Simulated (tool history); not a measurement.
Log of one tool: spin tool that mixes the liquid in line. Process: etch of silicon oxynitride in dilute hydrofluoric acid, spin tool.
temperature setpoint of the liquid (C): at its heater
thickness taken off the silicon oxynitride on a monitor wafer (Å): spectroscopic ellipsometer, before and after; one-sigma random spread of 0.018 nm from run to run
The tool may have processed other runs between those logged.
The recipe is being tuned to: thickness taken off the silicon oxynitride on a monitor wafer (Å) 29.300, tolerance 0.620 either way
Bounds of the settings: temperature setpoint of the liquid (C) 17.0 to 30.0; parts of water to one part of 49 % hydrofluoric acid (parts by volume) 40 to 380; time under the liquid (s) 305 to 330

| run | hour | temperature setpoint of the liquid (C) | parts of water to one part of 49 % hydrofluoric acid (parts by volume) | time under the liquid (s) | thickness taken off the silicon oxynitride on a monitor wafer (Å) |
|---|---|---|---|---|---|
| 1 | 0.0 | 22.0 | 210 | 305 | 70.815 |
| 2 | 6.9 | 22.0 | 240 | 305 | 60.311 |
| 3 | 12.9 | 22.0 | 300 | 305 | 46.755 |
| 4 | 21.1 | 21.5 | 305 | 305 | 44.502 |
|  | 24.3 | hydrofluoric acid flow meter replaced |
| 5 | 24.3 | 21.5 | 340 | 305 | 34.995 |
| 6 | 28.1 | 23.0 | 340 | 305 | 37.349 |
| 7 | 36.5 | 22.5 | 340 | 305 | 36.493 |
| 8 | 45.3 | 22.0 | 340 | 305 | 35.891 |
| 9 | 48.2 | 21.5 | 340 | 305 | 35.534 |

Below are 5 possible settings for the next run. Only one of them brings all results inside the allowed miss of their targets. Which is it?
| A | 51.1 | 21.0 | 375 | 305 | ? |
| B | 51.1 | 20.5 | 380 | 305 | ? |
| C | 51.1 | 17.0 | 370 | 315 | ? |
| D | 51.1 | 19.5 | 345 | 315 | ? |
| E | 51.1 | 21.5 | 375 | 305 | ? |

| move | thickness taken off the silicon oxynitride on a monitor wafer (Å) |
|---|---|
| A | 30.730 |
| B | 29.601 |
| C | 27.101 |
| D | 32.904 |
| E | 31.387 |
A: gains on the last run, yet a result remains outside its allowed miss
B: every result within its allowed miss
C: moves the result that the last run missed by most past its target, out the other side
D: gains on the last run, yet a result remains outside its allowed miss
E: gains on the last run, yet a result remains outside its allowed miss
So the answer is move B, the one that meets all the targets.
